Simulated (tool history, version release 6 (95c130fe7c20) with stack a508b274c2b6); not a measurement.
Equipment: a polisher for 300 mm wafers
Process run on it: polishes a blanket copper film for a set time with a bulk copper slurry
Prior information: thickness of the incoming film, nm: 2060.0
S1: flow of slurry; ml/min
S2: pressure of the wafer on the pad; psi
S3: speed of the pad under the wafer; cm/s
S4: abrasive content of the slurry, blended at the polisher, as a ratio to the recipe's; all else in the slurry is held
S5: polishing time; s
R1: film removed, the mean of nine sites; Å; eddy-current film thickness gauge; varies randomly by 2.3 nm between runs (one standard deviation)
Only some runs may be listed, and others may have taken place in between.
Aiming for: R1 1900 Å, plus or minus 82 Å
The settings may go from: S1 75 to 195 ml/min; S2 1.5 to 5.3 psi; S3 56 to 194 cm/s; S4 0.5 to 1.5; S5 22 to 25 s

run,hour,S1,S2,S3,S4,S5,R1
1,0,125,3.4,124,1,25,2989.4
2,1.8,125,3.8,124,1,25,3327.6
3,6,125,3.8,110,1,25,2888.2
4,14,120,3.3,108,1,25,2514.3
5,17.8,120,3,108,1,25,2297.4
6,23.4,120,3,108,1,25,2298.5
7,30.8,120,2.8,108,1,25,2198.7
8,35.6,115,2.6,108,1,25,1994.4

Consider the 4 candidate settings below. Which is the only one whose results all fall within their allowed miss of target?
A,40.4,135,2.6,108,0.9,23,?
B,40.4,100,3.2,108,1.1,23,?
C,40.4,90,2.6,122,0.95,25,?
D,40.4,115,2.3,132,0.85,25,?

move,R1
A,1868.7
B,2184.6
C,2075.2
D,2103.8
A: meets every target
B: further off than the last run
C: further off than the last run
D: further off than the last run
A is the move that brings every result within its allowed miss.

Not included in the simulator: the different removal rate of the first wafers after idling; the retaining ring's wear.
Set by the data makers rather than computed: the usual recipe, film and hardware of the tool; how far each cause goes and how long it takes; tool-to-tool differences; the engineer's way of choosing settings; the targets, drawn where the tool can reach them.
